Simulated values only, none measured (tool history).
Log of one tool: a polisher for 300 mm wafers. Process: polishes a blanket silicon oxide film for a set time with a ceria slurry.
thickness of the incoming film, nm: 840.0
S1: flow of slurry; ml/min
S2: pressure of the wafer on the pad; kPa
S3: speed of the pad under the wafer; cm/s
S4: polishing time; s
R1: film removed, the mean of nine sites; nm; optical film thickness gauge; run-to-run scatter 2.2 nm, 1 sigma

run,hour,S1,S2,S3,S4,R1
1,0,200,24.8,110,27,171.39
2,2.6,200,25.5,110,27,178.06
3,10.2,200,25.5,110,24,157.8
4,18.8,200,25.5,134,24,189.37
5,26.5,200,25.5,110,24,154.98
6,28.2,200,26.9,110,24,168.03

Run 7 is up next; what results do you expect?
7,32.6,200,28.3,110,24,?

R1: 175.36 nm
